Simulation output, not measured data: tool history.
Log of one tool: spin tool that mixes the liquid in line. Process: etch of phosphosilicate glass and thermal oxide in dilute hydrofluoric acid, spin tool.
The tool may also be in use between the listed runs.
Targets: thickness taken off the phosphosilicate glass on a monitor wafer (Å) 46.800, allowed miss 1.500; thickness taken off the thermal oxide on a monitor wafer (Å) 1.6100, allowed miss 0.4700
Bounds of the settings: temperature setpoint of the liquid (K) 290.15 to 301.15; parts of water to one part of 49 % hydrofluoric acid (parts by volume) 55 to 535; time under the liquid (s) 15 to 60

run	day	temperature setpoint of the liquid (K)	parts of water to one part of 49 % hydrofluoric acid (parts by volume)	time under the liquid (s)	thickness taken off the phosphosilicate glass on a monitor wafer (Å)	thickness taken off the thermal oxide on a monitor wafer (Å)
1	0.000	293.15	295	30	104.360	3.4717
2	0.038	292.65	315	30	94.336	3.0404
3	0.312	292.65	335	30	87.108	3.1850
4	0.362	292.65	335	20	57.165	2.0624
5	0.429	292.65	335	30	87.021	2.6661
6	0.675	292.65	350	30	80.981	2.7244
7	0.725	292.15	365	30	77.130	2.6663
8	0.875	292.15	380	30	72.045	2.2124
9	1.192	292.15	395	30	68.779	2.4240
10	1.325	291.65	405	30	66.443	2.2154
11	1.600	291.65	415	30	64.336	2.0421
12	1.958	291.65	425	30	61.663	2.2409
13	2.075	290.15	485	30	49.169	1.4728
14	2.354	294.15	515	30	51.772	1.7317
15	2.525	293.65	515	30	51.179	1.8542

Which of these 4 next moves meets every target?
A	2.696	290.15	515	35	?	?
B	2.696	292.65	535	30	?	?
C	2.696	294.65	505	30	?	?
D	2.696	296.65	500	30	?	?

move	thickness taken off the phosphosilicate glass on a monitor wafer (Å)	thickness taken off the thermal oxide on a monitor wafer (Å)
A	53.187	1.8220
B	47.032	1.6112
C	54.422	1.8643
D	58.823	2.0151
A: further off than the last run
B: meets every target
C: further off than the last run
D: further off than the last run
Answer: B
